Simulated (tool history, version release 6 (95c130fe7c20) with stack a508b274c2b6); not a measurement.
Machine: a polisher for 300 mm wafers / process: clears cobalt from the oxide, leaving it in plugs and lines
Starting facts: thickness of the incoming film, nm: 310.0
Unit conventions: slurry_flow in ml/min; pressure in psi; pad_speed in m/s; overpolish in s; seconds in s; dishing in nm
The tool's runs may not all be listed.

{"run": 1, "hour": 0.0, "slurry_flow": 300, "pressure": 1.5, "pad_speed": 1.1, "overpolish": 13, "seconds": 85.253, "dishing": 12.589}
{"run": 2, "hour": 8.8, "slurry_flow": 350, "pressure": 1.5, "pad_speed": 1.1, "overpolish": 13, "seconds": 81.839, "dishing": 12.552}
{"run": 3, "hour": 16.4, "slurry_flow": 350, "pressure": 1.8, "pad_speed": 1.1, "overpolish": 13, "seconds": 70.778, "dishing": 12.751}
{"run": 4, "hour": 17.5, "slurry_flow": 360, "pressure": 1.8, "pad_speed": 1.1, "overpolish": 12, "seconds": 72.457, "dishing": 12.477}
{"run": 5, "hour": 24.2, "slurry_flow": 360, "pressure": 1.5, "pad_speed": 1.1, "overpolish": 12, "seconds": 82.878, "dishing": 12.518}
{"run": 6, "hour": 32.1, "slurry_flow": 365, "pressure": 1.6, "pad_speed": 1.1, "overpolish": 11, "seconds": 76.997, "dishing": 12.707}
{"run": 7, "hour": 40.4, "slurry_flow": 350, "pressure": 1.7, "pad_speed": 1.1, "overpolish": 13, "seconds": 75.446, "dishing": 12.848}

What does the tool deliver on the next run?
{"run": 8, "hour": 48.8, "slurry_flow": 305, "pressure": 1.9, "pad_speed": 1.1, "overpolish": 7, "seconds": "?", "dishing": "?"}

For run 8 the tool returned seconds 70.174 s, dishing 12.069 nm.
